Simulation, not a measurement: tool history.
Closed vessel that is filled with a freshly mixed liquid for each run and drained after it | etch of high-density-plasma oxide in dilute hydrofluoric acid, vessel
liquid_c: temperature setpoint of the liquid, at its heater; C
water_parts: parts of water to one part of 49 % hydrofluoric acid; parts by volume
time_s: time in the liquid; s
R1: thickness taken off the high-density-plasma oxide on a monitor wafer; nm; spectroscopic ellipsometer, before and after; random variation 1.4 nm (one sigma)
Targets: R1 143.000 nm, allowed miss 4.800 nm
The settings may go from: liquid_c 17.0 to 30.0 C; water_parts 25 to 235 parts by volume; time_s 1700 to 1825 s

run 1 day=0.000 | liquid_c=22.0 water_parts=130 time_s=1700 | R1=74.583
run 2 day=0.233 | liquid_c=23.5 water_parts=120 time_s=1700 | R1=87.648
run 3 day=0.575 | liquid_c=23.5 water_parts=120 time_s=1700 | R1=86.794
run 4 day=0.625 | liquid_c=24.5 water_parts=115 time_s=1700 | R1=95.613
run 5 day=0.738 | liquid_c=22.0 water_parts=115 time_s=1700 | R1=85.233
run 6 day=0.958 | liquid_c=22.0 water_parts=160 time_s=1700 | R1=58.009
-- day=1.300 hydrofluoric acid flow meter replaced
run 7 day=1.300 | liquid_c=22.0 water_parts=160 time_s=1700 | R1=64.089
run 8 day=1.496 | liquid_c=23.5 water_parts=145 time_s=1705 | R1=77.207
run 9 day=1.662 | liquid_c=24.5 water_parts=140 time_s=1705 | R1=81.676
run 10 day=1.892 | liquid_c=25.5 water_parts=135 time_s=1705 | R1=89.777

Which of these 4 next moves meets every target?
run A day=2.121 | liquid_c=24.0 water_parts=70 time_s=1825 | R1=?
run B day=2.121 | liquid_c=26.0 water_parts=125 time_s=1805 | R1=?
run C day=2.121 | liquid_c=28.0 water_parts=125 time_s=1700 | R1=?
run D day=2.121 | liquid_c=26.0 water_parts=90 time_s=1700 | R1=?

move=A R1=188.940
move=B R1=105.610
move=C R1=107.280
move=D R1=144.450
A: takes the result that was furthest off past its target
B: nearer than the last run, and not there yet
C: nearer than the last run, and not there yet
D: meets every target
Move D is the one to make.
